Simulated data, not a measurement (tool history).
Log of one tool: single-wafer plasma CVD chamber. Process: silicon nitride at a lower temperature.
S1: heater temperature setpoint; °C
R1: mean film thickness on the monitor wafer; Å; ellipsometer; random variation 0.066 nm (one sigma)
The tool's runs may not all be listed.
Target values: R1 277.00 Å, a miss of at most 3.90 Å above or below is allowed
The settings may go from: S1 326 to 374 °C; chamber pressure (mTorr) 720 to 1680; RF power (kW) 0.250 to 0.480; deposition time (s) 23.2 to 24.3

{"run": 1, "hour": 0.0, "S1": 350, "chamber pressure (mTorr)": 1200, "RF power (kW)": 0.365, "deposition time (s)": 24.3, "R1": 316.52}
{"run": 2, "hour": 6.9, "S1": 350, "chamber pressure (mTorr)": 1100, "RF power (kW)": 0.36, "deposition time (s)": 24.3, "R1": 305.81}
{"run": 3, "hour": 13.8, "S1": 350, "chamber pressure (mTorr)": 1020, "RF power (kW)": 0.36, "deposition time (s)": 24.3, "R1": 296.78}
{"run": 4, "hour": 17.4, "S1": 350, "chamber pressure (mTorr)": 970, "RF power (kW)": 0.36, "deposition time (s)": 24.3, "R1": 289.8}
{"run": 5, "hour": 18.3, "S1": 357, "chamber pressure (mTorr)": 970, "RF power (kW)": 0.36, "deposition time (s)": 24.3, "R1": 289.28}
{"run": 6, "hour": 20.3, "S1": 357, "chamber pressure (mTorr)": 940, "RF power (kW)": 0.36, "deposition time (s)": 24.3, "R1": 284.15}
{"run": 7, "hour": 23.6, "S1": 358, "chamber pressure (mTorr)": 930, "RF power (kW)": 0.36, "deposition time (s)": 24.3, "R1": 283.46}
{"run": 8, "hour": 25.2, "S1": 359, "chamber pressure (mTorr)": 920, "RF power (kW)": 0.36, "deposition time (s)": 24.3, "R1": 282.65}

Which of these 4 next moves meets every target?
{"run": "A", "hour": 26.8, "S1": 359, "chamber pressure (mTorr)": 880, "RF power (kW)": 0.395, "deposition time (s)": 24.3, "R1": "?"}
{"run": "B", "hour": 26.8, "S1": 358, "chamber pressure (mTorr)": 820, "RF power (kW)": 0.365, "deposition time (s)": 24.3, "R1": "?"}
{"run": "C", "hour": 26.8, "S1": 352, "chamber pressure (mTorr)": 810, "RF power (kW)": 0.435, "deposition time (s)": 24.3, "R1": "?"}
{"run": "D", "hour": 26.8, "S1": 364, "chamber pressure (mTorr)": 970, "RF power (kW)": 0.355, "deposition time (s)": 23.4, "R1": "?"}

move=A R1=289.18
move=B R1=268.27
move=C R1=289.19
move=D R1=277.34
A: its largest miss is bigger than the last run's
B: moves the result that the last run missed by most past its target, out the other side
C: its largest miss is bigger than the last run's
D: each result inside its tolerance
Go with D: it meets all targets.
